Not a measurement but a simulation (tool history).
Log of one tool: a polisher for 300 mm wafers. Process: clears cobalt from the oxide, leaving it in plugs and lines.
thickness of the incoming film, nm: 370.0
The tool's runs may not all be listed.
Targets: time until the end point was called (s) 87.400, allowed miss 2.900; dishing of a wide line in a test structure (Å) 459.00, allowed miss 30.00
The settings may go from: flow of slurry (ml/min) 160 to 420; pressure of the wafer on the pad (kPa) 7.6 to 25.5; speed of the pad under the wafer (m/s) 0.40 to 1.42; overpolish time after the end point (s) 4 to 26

run,day,flow of slurry (ml/min),pressure of the wafer on the pad (kPa),speed of the pad under the wafer (m/s),overpolish time after the end point (s),time until the end point was called (s),dishing of a wide line in a test structure (Å)
1,0.000,270,16.5,0.90,13,63.086,461.83
2,0.071,270,15.9,0.90,13,64.249,451.84
3,0.354,270,11.7,0.90,13,77.341,428.36
4,0.500,270,13.8,0.90,13,70.880,445.68
5,0.529,270,13.8,1.02,13,62.621,477.80
6,0.817,270,17.2,1.02,13,54.198,485.86
7,1.121,270,17.2,1.02,13,53.237,506.56
8,1.325,270,16.5,1.02,13,55.130,501.08

4 next moves are on the table. One of them brings every result within its allowed miss. Which?
A,1.529,275,9.7,0.66,25,?,?
B,1.529,340,8.3,0.90,18,?,?
C,1.529,230,13.1,0.82,22,?,?
D,1.529,285,13.8,0.72,18,?,?

move,time until the end point was called (s),dishing of a wide line in a test structure (Å)
A,117.140,475.26
B,92.564,452.84
C,80.818,524.12
D,86.616,467.53
A: takes the result that was furthest off past its target
B: takes the result that was furthest off past its target
C: nearer than the last run, and not there yet
D: meets every target
The right move is D.
